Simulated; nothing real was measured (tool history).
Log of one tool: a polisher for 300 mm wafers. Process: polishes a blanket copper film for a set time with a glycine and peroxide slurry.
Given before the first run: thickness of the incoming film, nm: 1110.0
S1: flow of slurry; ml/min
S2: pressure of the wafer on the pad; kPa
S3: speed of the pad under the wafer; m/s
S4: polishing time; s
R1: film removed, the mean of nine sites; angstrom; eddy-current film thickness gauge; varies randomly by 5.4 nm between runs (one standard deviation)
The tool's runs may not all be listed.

run,hour,S1,S2,S3,S4,R1
1,0.0,215,13.1,0.86,90,3946.8
2,0.6,215,13.8,0.86,90,4104.6
3,2.0,265,13.8,0.86,90,4241.9
4,7.6,265,14.5,0.86,90,4302.3
5,15.9,265,14.5,0.76,90,3977.6
6,19.2,265,14.5,0.58,90,3308.2
7,27.2,265,16.5,0.60,90,3716.3

For run 8, what comes out?
8,29.1,265,17.9,0.62,90,?

Run 8 gave R1 4042.9 angstrom.

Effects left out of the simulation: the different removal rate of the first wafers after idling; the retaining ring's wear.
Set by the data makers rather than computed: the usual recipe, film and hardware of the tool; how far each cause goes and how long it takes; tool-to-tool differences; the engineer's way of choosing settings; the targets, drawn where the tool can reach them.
